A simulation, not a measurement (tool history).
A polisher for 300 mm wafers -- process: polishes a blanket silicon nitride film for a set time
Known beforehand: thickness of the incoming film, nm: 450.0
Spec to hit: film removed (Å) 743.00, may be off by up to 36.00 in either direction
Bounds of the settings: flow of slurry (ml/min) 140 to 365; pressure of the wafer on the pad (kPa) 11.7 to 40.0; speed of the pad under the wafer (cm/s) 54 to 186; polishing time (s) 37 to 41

| run | hour | flow of slurry (ml/min) | pressure of the wafer on the pad (kPa) | speed of the pad under the wafer (cm/s) | polishing time (s) | film removed (Å) |
|---|---|---|---|---|---|---|
| 1 | 0.0 | 235 | 25.5 | 118 | 41 | 977.88 |
| 2 | 8.3 | 235 | 23.4 | 118 | 41 | 895.57 |
| 3 | 15.0 | 235 | 22.1 | 118 | 41 | 846.01 |
| 4 | 19.7 | 235 | 27.6 | 118 | 41 | 1035.30 |
| 5 | 26.9 | 235 | 24.8 | 116 | 41 | 949.68 |
| 6 | 29.9 | 235 | 22.8 | 114 | 41 | 840.83 |
| 7 | 35.7 | 235 | 22.1 | 114 | 41 | 835.66 |
| 8 | 43.4 | 235 | 22.1 | 114 | 41 | 816.98 |

Next run, 5 choices. One meets every target within its allowed miss, the rest don't. Which?
| A | 51.1 | 180 | 22.8 | 154 | 37 | ? |
| B | 51.1 | 285 | 23.4 | 118 | 41 | ? |
| C | 51.1 | 255 | 25.5 | 86 | 41 | ? |
| D | 51.1 | 230 | 21.4 | 110 | 40 | ? |
| E | 51.1 | 220 | 25.5 | 110 | 41 | ? |

| move | film removed (Å) |
|---|---|
| A | 896.48 |
| B | 916.90 |
| C | 807.89 |
| D | 761.62 |
| E | 920.54 |
A: its largest miss is bigger than the last run's
B: its largest miss is bigger than the last run's
C: gains on the last run, yet a result remains outside its allowed miss
D: meets every target
E: its largest miss is bigger than the last run's
D meets every target.
